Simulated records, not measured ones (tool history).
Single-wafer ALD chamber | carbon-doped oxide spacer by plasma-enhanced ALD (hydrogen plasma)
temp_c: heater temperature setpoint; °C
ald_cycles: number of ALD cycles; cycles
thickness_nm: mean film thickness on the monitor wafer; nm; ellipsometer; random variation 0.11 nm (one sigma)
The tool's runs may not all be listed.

| run | hour | temp_c | ald_cycles | thickness_nm |
|---|---|---|---|---|
| 1 | 0 | 425 | 356 | 16.579 |
| 2 | 7.2 | 435 | 356 | 15.875 |
| 3 | 14.4 | 425 | 356 | 16.489 |
| 4 | 16 | 423 | 361 | 16.648 |
| 5 | 19.7 | 423 | 313 | 14.627 |
|  | 26.4 | thermocouple changed; heater temperature recalibrated |
| 6 | 26.4 | 432 | 313 | 14.521 |
| 7 | 35.3 | 431 | 328 | 15.237 |
| 8 | 40.6 | 430 | 341 | 15.805 |
| 9 | 48.7 | 430 | 351 | 16.243 |
| 10 | 50 | 430 | 359 | 16.627 |
| 11 | 52.8 | 430 | 366 | 16.953 |

Forecast run 12:
| 12 | 60.5 | 430 | 372 | ? |

{"run 12": {"thickness_nm": 17.12}}
